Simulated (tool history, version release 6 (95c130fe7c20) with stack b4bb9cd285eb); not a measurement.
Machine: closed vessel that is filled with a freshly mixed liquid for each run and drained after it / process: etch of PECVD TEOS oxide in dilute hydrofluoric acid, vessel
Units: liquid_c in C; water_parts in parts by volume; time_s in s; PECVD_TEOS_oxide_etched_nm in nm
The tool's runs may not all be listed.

{"run": 1, "hour": 0.0, "liquid_c": 22.0, "water_parts": 115, "time_s": 610, "PECVD_TEOS_oxide_etched_nm": 71.185}
{"run": 2, "hour": 1.1, "liquid_c": 22.0, "water_parts": 115, "time_s": 655, "PECVD_TEOS_oxide_etched_nm": 76.024}
{"run": 3, "hour": 8.0, "liquid_c": 22.0, "water_parts": 150, "time_s": 655, "PECVD_TEOS_oxide_etched_nm": 56.648}
{"run": 4, "hour": 10.2, "liquid_c": 24.0, "water_parts": 135, "time_s": 655, "PECVD_TEOS_oxide_etched_nm": 69.505}
{"run": 5, "hour": 18.5, "liquid_c": 25.5, "water_parts": 120, "time_s": 655, "PECVD_TEOS_oxide_etched_nm": 83.904}
{"run": 6, "hour": 21.0, "liquid_c": 25.5, "water_parts": 105, "time_s": 655, "PECVD_TEOS_oxide_etched_nm": 96.704}
{"run": 7, "hour": 23.5, "liquid_c": 26.5, "water_parts": 100, "time_s": 655, "PECVD_TEOS_oxide_etched_nm": 106.59}

What will run 8 give?
{"run": 8, "hour": 27.2, "liquid_c": 27.5, "water_parts": 100, "time_s": 655, "PECVD_TEOS_oxide_etched_nm": "?"}

PECVD_TEOS_oxide_etched_nm: 110.080 nm

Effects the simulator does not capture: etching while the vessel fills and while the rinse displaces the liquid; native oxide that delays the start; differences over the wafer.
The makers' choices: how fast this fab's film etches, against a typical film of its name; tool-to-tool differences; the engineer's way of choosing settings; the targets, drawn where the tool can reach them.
